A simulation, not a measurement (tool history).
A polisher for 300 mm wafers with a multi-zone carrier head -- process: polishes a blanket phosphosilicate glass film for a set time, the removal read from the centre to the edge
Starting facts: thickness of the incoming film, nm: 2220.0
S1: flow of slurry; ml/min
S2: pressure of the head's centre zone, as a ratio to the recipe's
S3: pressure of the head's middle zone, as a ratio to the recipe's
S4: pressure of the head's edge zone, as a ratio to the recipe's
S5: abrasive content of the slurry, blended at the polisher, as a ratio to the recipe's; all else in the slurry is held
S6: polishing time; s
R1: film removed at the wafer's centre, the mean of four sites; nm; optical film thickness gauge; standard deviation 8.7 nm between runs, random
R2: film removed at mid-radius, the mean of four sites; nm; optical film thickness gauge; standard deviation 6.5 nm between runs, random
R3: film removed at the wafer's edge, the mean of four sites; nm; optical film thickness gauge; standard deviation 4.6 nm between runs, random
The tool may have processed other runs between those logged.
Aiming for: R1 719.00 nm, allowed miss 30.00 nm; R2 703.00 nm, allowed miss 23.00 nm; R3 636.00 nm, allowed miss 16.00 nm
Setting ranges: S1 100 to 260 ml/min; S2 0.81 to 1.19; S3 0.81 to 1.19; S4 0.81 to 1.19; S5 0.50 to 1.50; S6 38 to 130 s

run,hour,S1,S2,S3,S4,S5,S6,R1,R2,R3
1,0.0,165,1.00,1.00,1.00,1.00,84,584.29,594.53,583.29
2,9.0,185,1.03,1.03,1.01,1.00,84,608.50,619.63,602.30
3,13.0,165,1.03,1.03,1.01,1.00,84,596.19,608.29,579.33
4,13.9,165,1.03,1.03,1.01,1.00,76,541.54,556.32,527.43
5,15.9,165,1.10,1.03,1.01,1.00,76,574.61,547.57,539.16
6,24.8,165,1.10,1.03,1.07,1.00,76,576.86,556.06,555.17
7,29.8,185,1.13,1.07,1.06,1.05,76,607.38,593.87,564.29
8,35.8,200,1.15,1.09,1.07,1.10,76,650.66,623.22,584.98
9,42.8,210,1.16,1.11,1.09,1.15,76,679.87,648.88,607.67

Below are 4 possible settings for the next run. Only one of them brings all results inside the allowed miss of their targets. Which is it?
A,49.8,245,1.14,1.10,1.03,1.25,77,?,?,?
B,49.8,220,1.17,1.03,1.15,1.05,83,?,?,?
C,49.8,210,1.15,1.19,1.03,1.10,84,?,?,?
D,49.8,260,1.19,1.18,1.03,1.00,81,?,?,?

move,R1,R2,R3
A,715.18,701.36,634.79
B,715.96,649.58,660.39
C,725.30,756.33,642.26
D,709.28,709.75,603.18
A: each result inside its tolerance
B: just as far off the targets as the last run
C: takes the biggest miss from the last run beyond its target
D: the worst result of the last run now meets its target, but another is out of spec
Go with A: it meets all targets.

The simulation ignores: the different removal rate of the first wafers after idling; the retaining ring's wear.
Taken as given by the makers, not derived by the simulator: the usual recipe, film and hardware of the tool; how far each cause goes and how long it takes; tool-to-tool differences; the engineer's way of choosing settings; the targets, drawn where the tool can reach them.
